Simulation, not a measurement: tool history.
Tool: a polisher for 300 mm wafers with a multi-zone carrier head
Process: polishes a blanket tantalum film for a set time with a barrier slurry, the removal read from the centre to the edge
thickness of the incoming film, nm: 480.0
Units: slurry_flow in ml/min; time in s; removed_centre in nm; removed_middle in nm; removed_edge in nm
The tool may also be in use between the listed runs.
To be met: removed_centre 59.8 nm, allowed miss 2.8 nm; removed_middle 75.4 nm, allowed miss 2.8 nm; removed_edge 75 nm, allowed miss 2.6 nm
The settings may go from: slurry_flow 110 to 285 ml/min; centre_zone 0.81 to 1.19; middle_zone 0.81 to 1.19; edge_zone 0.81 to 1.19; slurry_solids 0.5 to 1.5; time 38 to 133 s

{"run": 1, "day": 0.0, "slurry_flow": 180, "centre_zone": 1, "middle_zone": 1, "edge_zone": 1, "slurry_solids": 1, "time": 85, "removed_centre": 76.747, "removed_middle": 74.644, "removed_edge": 79.626}
{"run": 2, "day": 0.171, "slurry_flow": 180, "centre_zone": 1.05, "middle_zone": 1, "edge_zone": 1, "slurry_solids": 1, "time": 85, "removed_centre": 80.861, "removed_middle": 74.286, "removed_edge": 78.548}
{"run": 3, "day": 0.279, "slurry_flow": 180, "centre_zone": 1.05, "middle_zone": 1, "edge_zone": 1, "slurry_solids": 1, "time": 69, "removed_centre": 65.17, "removed_middle": 60.836, "removed_edge": 64.121}
{"run": 4, "day": 0.312, "slurry_flow": 180, "centre_zone": 1.05, "middle_zone": 1, "edge_zone": 1, "slurry_solids": 1, "time": 52, "removed_centre": 49.094, "removed_middle": 45.205, "removed_edge": 48.22}
{"run": 5, "day": 0.533, "slurry_flow": 185, "centre_zone": 1.03, "middle_zone": 1.02, "edge_zone": 1.02, "slurry_solids": 1.05, "time": 54, "removed_centre": 51.315, "removed_middle": 49.236, "removed_edge": 51.32}
{"run": 6, "day": 0.65, "slurry_flow": 185, "centre_zone": 1.07, "middle_zone": 1.02, "edge_zone": 1.02, "slurry_solids": 1.05, "time": 54, "removed_centre": 52.575, "removed_middle": 49.504, "removed_edge": 52.379}
{"run": 7, "day": 0.954, "slurry_flow": 135, "centre_zone": 0.97, "middle_zone": 1.12, "edge_zone": 1.12, "slurry_solids": 1.3, "time": 78, "removed_centre": 68.985, "removed_middle": 76.229, "removed_edge": 79.386}
{"run": 8, "day": 1.308, "slurry_flow": 135, "centre_zone": 0.96, "middle_zone": 1.12, "edge_zone": 1.12, "slurry_solids": 1.3, "time": 78, "removed_centre": 69.75, "removed_middle": 75.756, "removed_edge": 79.185}
{"run": 9, "day": 1.675, "slurry_flow": 135, "centre_zone": 0.94, "middle_zone": 1.13, "edge_zone": 1.12, "slurry_solids": 1.3, "time": 78, "removed_centre": 67.51, "removed_middle": 76.923, "removed_edge": 80.963}
{"run": 10, "day": 1.771, "slurry_flow": 125, "centre_zone": 0.88, "middle_zone": 1.16, "edge_zone": 1.02, "slurry_solids": 1.15, "time": 77, "removed_centre": 59.697, "removed_middle": 73.848, "removed_edge": 71.191}
{"run": 11, "day": 2.038, "slurry_flow": 125, "centre_zone": 0.88, "middle_zone": 1.16, "edge_zone": 1.03, "slurry_solids": 1.15, "time": 77, "removed_centre": 59.949, "removed_middle": 72.616, "removed_edge": 70.597}
{"run": 12, "day": 2.225, "slurry_flow": 125, "centre_zone": 0.88, "middle_zone": 1.16, "edge_zone": 1.04, "slurry_solids": 1.15, "time": 77, "removed_centre": 57.923, "removed_middle": 72.359, "removed_edge": 73.18}

4 next moves are on the table. One of them brings every result within its allowed miss. Which?
{"run": "A", "day": 2.412, "slurry_flow": 110, "centre_zone": 0.91, "middle_zone": 1.06, "edge_zone": 1.12, "slurry_solids": 1, "time": 84, "removed_centre": "?", "removed_middle": "?", "removed_edge": "?"}
{"run": "B", "day": 2.412, "slurry_flow": 140, "centre_zone": 0.93, "middle_zone": 1.08, "edge_zone": 0.98, "slurry_solids": 1.3, "time": 71, "removed_centre": "?", "removed_middle": "?", "removed_edge": "?"}
{"run": "C", "day": 2.412, "slurry_flow": 140, "centre_zone": 0.89, "middle_zone": 1.08, "edge_zone": 1.04, "slurry_solids": 1.45, "time": 70, "removed_centre": "?", "removed_middle": "?", "removed_edge": "?"}
{"run": "D", "day": 2.412, "slurry_flow": 135, "centre_zone": 0.88, "middle_zone": 1.18, "edge_zone": 1.08, "slurry_solids": 1.15, "time": 77, "removed_centre": "?", "removed_middle": "?", "removed_edge": "?"}

move=A removed_centre=59.682 removed_middle=69.187 removed_edge=75.658
move=B removed_centre=59.849 removed_middle=68.361 removed_edge=67.406
move=C removed_centre=58.033 removed_middle=69.175 removed_edge=70.226
move=D removed_centre=59.018 removed_middle=76.787 removed_edge=73.718
A: further off than the last run
B: further off than the last run
C: further off than the last run
D: meets every target
The right move is D.
